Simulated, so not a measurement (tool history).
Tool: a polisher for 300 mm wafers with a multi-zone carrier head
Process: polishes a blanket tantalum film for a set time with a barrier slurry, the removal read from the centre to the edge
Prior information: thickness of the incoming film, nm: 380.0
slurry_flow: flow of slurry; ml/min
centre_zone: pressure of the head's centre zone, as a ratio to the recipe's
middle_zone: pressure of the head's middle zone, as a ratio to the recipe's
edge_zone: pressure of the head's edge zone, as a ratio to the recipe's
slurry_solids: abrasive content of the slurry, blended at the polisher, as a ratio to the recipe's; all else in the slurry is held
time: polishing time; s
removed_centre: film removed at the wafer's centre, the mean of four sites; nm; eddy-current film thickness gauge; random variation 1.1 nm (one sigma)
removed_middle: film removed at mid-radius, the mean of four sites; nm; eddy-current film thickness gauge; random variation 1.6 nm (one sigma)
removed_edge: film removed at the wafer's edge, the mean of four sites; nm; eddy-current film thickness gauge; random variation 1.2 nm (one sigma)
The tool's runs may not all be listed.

run,hour,slurry_flow,centre_zone,middle_zone,edge_zone,slurry_solids,time,removed_centre,removed_middle,removed_edge
1,0.0,190,1.00,1.00,1.00,1.00,71,88.252,89.515,90.206
2,7.0,195,1.01,1.00,1.02,1.05,72,90.782,90.533,91.554
3,11.1,195,1.01,1.00,1.02,1.20,72,94.215,95.008,95.409
4,16.9,195,0.93,1.00,1.02,1.20,72,87.256,95.823,97.645
5,19.8,200,0.94,1.00,1.03,1.25,73,88.970,95.008,100.480
6,23.5,200,0.96,1.00,1.04,1.30,74,93.067,99.007,101.390
7,25.2,200,0.97,0.99,1.04,1.30,75,95.384,99.969,104.200
8,34.1,200,0.98,0.99,1.05,1.30,76,99.957,99.263,105.390
9,36.6,200,0.99,1.00,1.06,1.30,77,100.980,100.440,108.260
10,37.4,200,1.00,1.01,1.06,1.30,77,101.820,104.900,107.430

Run 11 has not been measured yet. What should we expect?
11,43.0,250,1.10,0.99,1.16,1.45,78,?,?,?

removed_centre: 121.900 nm
removed_middle: 109.450 nm
removed_edge: 116.750 nm
